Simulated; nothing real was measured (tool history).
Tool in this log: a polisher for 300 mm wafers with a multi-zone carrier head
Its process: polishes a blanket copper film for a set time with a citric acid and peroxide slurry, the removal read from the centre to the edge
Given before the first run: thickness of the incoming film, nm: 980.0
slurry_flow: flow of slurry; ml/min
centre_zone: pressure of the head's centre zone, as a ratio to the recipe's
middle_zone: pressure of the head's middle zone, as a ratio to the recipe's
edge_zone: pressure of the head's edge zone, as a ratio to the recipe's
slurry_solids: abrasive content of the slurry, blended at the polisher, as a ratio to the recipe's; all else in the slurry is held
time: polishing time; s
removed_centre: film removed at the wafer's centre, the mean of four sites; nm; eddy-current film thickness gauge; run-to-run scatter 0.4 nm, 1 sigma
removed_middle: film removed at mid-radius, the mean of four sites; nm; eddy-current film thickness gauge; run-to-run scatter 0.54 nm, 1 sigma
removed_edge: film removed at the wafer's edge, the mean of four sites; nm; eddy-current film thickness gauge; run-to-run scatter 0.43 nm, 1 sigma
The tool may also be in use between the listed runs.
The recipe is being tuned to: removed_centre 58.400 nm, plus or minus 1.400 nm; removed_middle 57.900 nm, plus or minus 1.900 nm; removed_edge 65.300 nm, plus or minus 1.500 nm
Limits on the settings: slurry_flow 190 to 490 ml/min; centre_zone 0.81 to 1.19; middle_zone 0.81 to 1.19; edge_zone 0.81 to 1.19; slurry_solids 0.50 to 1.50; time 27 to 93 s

{"run": 1, "hour": 0.0, "slurry_flow": 315, "centre_zone": 1.0, "middle_zone": 1.0, "edge_zone": 1.0, "slurry_solids": 1.0, "time": 59, "removed_centre": 108.52, "removed_middle": 106.45, "removed_edge": 105.82}
{"run": 2, "hour": 1.7, "slurry_flow": 315, "centre_zone": 1.0, "middle_zone": 1.0, "edge_zone": 0.92, "slurry_solids": 1.0, "time": 59, "removed_centre": 110.16, "removed_middle": 108.94, "removed_edge": 103.63}
{"run": 3, "hour": 2.5, "slurry_flow": 315, "centre_zone": 1.05, "middle_zone": 1.0, "edge_zone": 0.92, "slurry_solids": 1.0, "time": 59, "removed_centre": 112.85, "removed_middle": 106.89, "removed_edge": 103.94}
{"run": 4, "hour": 10.7, "slurry_flow": 315, "centre_zone": 1.05, "middle_zone": 0.96, "edge_zone": 0.92, "slurry_solids": 1.0, "time": 59, "removed_centre": 113.34, "removed_middle": 102.5, "removed_edge": 104.01}
{"run": 5, "hour": 13.5, "slurry_flow": 315, "centre_zone": 0.98, "middle_zone": 0.96, "edge_zone": 0.92, "slurry_solids": 1.0, "time": 59, "removed_centre": 108.1, "removed_middle": 102.04, "removed_edge": 103.11}
{"run": 6, "hour": 20.9, "slurry_flow": 295, "centre_zone": 0.93, "middle_zone": 0.94, "edge_zone": 0.95, "slurry_solids": 0.85, "time": 53, "removed_centre": 87.556, "removed_middle": 85.964, "removed_edge": 89.318}
{"run": 7, "hour": 21.8, "slurry_flow": 280, "centre_zone": 0.9, "middle_zone": 0.91, "edge_zone": 0.94, "slurry_solids": 0.75, "time": 50, "removed_centre": 76.416, "removed_middle": 77.294, "removed_edge": 81.749}
{"run": 8, "hour": 28.5, "slurry_flow": 270, "centre_zone": 0.89, "middle_zone": 0.88, "edge_zone": 0.92, "slurry_solids": 0.65, "time": 48, "removed_centre": 70.937, "removed_middle": 69.55, "removed_edge": 74.609}
{"run": 9, "hour": 32.7, "slurry_flow": 255, "centre_zone": 0.87, "middle_zone": 0.86, "edge_zone": 0.91, "slurry_solids": 0.6, "time": 47, "removed_centre": 65.181, "removed_middle": 64.166, "removed_edge": 70.831}
{"run": 10, "hour": 37.1, "slurry_flow": 255, "centre_zone": 0.87, "middle_zone": 0.86, "edge_zone": 0.91, "slurry_solids": 0.6, "time": 47, "removed_centre": 65.286, "removed_middle": 64.748, "removed_edge": 72.031}
{"run": 11, "hour": 43.5, "slurry_flow": 250, "centre_zone": 0.86, "middle_zone": 0.85, "edge_zone": 0.89, "slurry_solids": 0.55, "time": 47, "removed_centre": 62.087, "removed_middle": 61.851, "removed_edge": 69.144}
{"run": 12, "hour": 51.8, "slurry_flow": 245, "centre_zone": 0.86, "middle_zone": 0.84, "edge_zone": 0.87, "slurry_solids": 0.55, "time": 47, "removed_centre": 63.051, "removed_middle": 61.586, "removed_edge": 69.48}
{"hour": 58.0, "done": "edge zone pressure recalibrated"}
{"run": 13, "hour": 58.0, "slurry_flow": 245, "centre_zone": 0.85, "middle_zone": 0.84, "edge_zone": 0.86, "slurry_solids": 0.55, "time": 46, "removed_centre": 59.685, "removed_middle": 60.678, "removed_edge": 68.046}
{"run": 14, "hour": 63.1, "slurry_flow": 240, "centre_zone": 0.86, "middle_zone": 0.84, "edge_zone": 0.85, "slurry_solids": 0.55, "time": 46, "removed_centre": 61.097, "removed_middle": 59.81, "removed_edge": 68.383}
{"run": 15, "hour": 63.9, "slurry_flow": 245, "centre_zone": 0.86, "middle_zone": 0.84, "edge_zone": 0.85, "slurry_solids": 0.55, "time": 45, "removed_centre": 60.988, "removed_middle": 58.561, "removed_edge": 65.52}

4 next moves are on the table. One of them brings every result within its allowed miss. Which?
{"run": "A", "hour": 64.7, "slurry_flow": 240, "centre_zone": 0.92, "middle_zone": 0.83, "edge_zone": 0.83, "slurry_solids": 0.5, "time": 47, "removed_centre": "?", "removed_middle": "?", "removed_edge": "?"}
{"run": "B", "hour": 64.7, "slurry_flow": 245, "centre_zone": 0.91, "middle_zone": 0.85, "edge_zone": 0.86, "slurry_solids": 0.8, "time": 41, "removed_centre": "?", "removed_middle": "?", "removed_edge": "?"}
{"run": "C", "hour": 64.7, "slurry_flow": 240, "centre_zone": 0.92, "middle_zone": 0.88, "edge_zone": 0.83, "slurry_solids": 0.8, "time": 39, "removed_centre": "?", "removed_middle": "?", "removed_edge": "?"}
{"run": "D", "hour": 64.7, "slurry_flow": 245, "centre_zone": 0.86, "middle_zone": 0.85, "edge_zone": 0.91, "slurry_solids": 0.55, "time": 44, "removed_centre": "?", "removed_middle": "?", "removed_edge": "?"}

move=A removed_centre=64.871 removed_middle=58.973 removed_edge=65.970
move=B removed_centre=63.902 removed_middle=59.841 removed_edge=66.187
move=C removed_centre=61.352 removed_middle=58.501 removed_edge=62.327
move=D removed_centre=58.644 removed_middle=57.955 removed_edge=65.020
A: further off than the last run
B: further off than the last run
C: further off than the last run
D: all results in spec
D meets every target.
